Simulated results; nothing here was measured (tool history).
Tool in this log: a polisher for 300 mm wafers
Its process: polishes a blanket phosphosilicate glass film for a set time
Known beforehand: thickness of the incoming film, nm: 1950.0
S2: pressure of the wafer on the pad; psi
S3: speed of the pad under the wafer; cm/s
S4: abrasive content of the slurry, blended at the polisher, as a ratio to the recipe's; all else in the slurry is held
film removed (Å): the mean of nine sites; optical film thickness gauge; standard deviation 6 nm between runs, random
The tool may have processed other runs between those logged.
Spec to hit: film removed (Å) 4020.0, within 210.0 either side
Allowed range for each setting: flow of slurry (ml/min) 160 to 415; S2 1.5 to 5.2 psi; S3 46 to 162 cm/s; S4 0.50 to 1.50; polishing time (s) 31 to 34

{"run": 1, "hour": 0.0, "flow of slurry (ml/min)": 265, "S2": 3.3, "S3": 104, "S4": 1.0, "polishing time (s)": 34, "film removed (Å)": 2915.3}
{"run": 2, "hour": 5.8, "flow of slurry (ml/min)": 265, "S2": 3.5, "S3": 104, "S4": 1.0, "polishing time (s)": 34, "film removed (Å)": 3071.4}
{"run": 3, "hour": 13.1, "flow of slurry (ml/min)": 265, "S2": 3.7, "S3": 104, "S4": 1.0, "polishing time (s)": 34, "film removed (Å)": 3354.1}
{"run": 4, "hour": 16.1, "flow of slurry (ml/min)": 265, "S2": 3.7, "S3": 86, "S4": 1.0, "polishing time (s)": 34, "film removed (Å)": 3119.6}
{"run": 5, "hour": 21.9, "flow of slurry (ml/min)": 235, "S2": 3.7, "S3": 86, "S4": 1.0, "polishing time (s)": 34, "film removed (Å)": 3013.9}
{"run": 6, "hour": 28.5, "flow of slurry (ml/min)": 235, "S2": 3.9, "S3": 86, "S4": 1.0, "polishing time (s)": 34, "film removed (Å)": 3127.3}
{"run": 7, "hour": 34.8, "flow of slurry (ml/min)": 250, "S2": 4.0, "S3": 86, "S4": 1.0, "polishing time (s)": 34, "film removed (Å)": 3199.3}
{"run": 8, "hour": 43.2, "flow of slurry (ml/min)": 250, "S2": 4.2, "S3": 88, "S4": 1.0, "polishing time (s)": 34, "film removed (Å)": 3497.9}
{"run": 9, "hour": 52.2, "flow of slurry (ml/min)": 250, "S2": 4.3, "S3": 88, "S4": 1.0, "polishing time (s)": 34, "film removed (Å)": 3516.3}
{"run": 10, "hour": 59.6, "flow of slurry (ml/min)": 250, "S2": 4.4, "S3": 88, "S4": 1.0, "polishing time (s)": 34, "film removed (Å)": 3577.1}
{"run": 11, "hour": 62.4, "flow of slurry (ml/min)": 250, "S2": 4.5, "S3": 88, "S4": 1.0, "polishing time (s)": 34, "film removed (Å)": 3717.2}
{"run": 12, "hour": 68.1, "flow of slurry (ml/min)": 250, "S2": 4.6, "S3": 88, "S4": 1.0, "polishing time (s)": 34, "film removed (Å)": 3814.5}

4 candidate next runs follow, results not yet known. Just one meets every target within its allowed miss. Identify it.
{"run": "A", "hour": 73.8, "flow of slurry (ml/min)": 270, "S2": 5.0, "S3": 78, "S4": 1.05, "polishing time (s)": 34, "film removed (Å)": "?"}
{"run": "B", "hour": 73.8, "flow of slurry (ml/min)": 360, "S2": 4.0, "S3": 96, "S4": 0.85, "polishing time (s)": 34, "film removed (Å)": "?"}
{"run": "C", "hour": 73.8, "flow of slurry (ml/min)": 190, "S2": 4.8, "S3": 108, "S4": 0.8, "polishing time (s)": 32, "film removed (Å)": "?"}
{"run": "D", "hour": 73.8, "flow of slurry (ml/min)": 260, "S2": 4.3, "S3": 102, "S4": 1.1, "polishing time (s)": 31, "film removed (Å)": "?"}

move=A film_removed_(Å)=3952.8
move=B film_removed_(Å)=3312.3
move=C film_removed_(Å)=3650.3
move=D film_removed_(Å)=3615.9
A: each result inside its tolerance
B: the biggest miss grows against the last run
C: the biggest miss grows against the last run
D: the biggest miss grows against the last run
Move A is the one to make.

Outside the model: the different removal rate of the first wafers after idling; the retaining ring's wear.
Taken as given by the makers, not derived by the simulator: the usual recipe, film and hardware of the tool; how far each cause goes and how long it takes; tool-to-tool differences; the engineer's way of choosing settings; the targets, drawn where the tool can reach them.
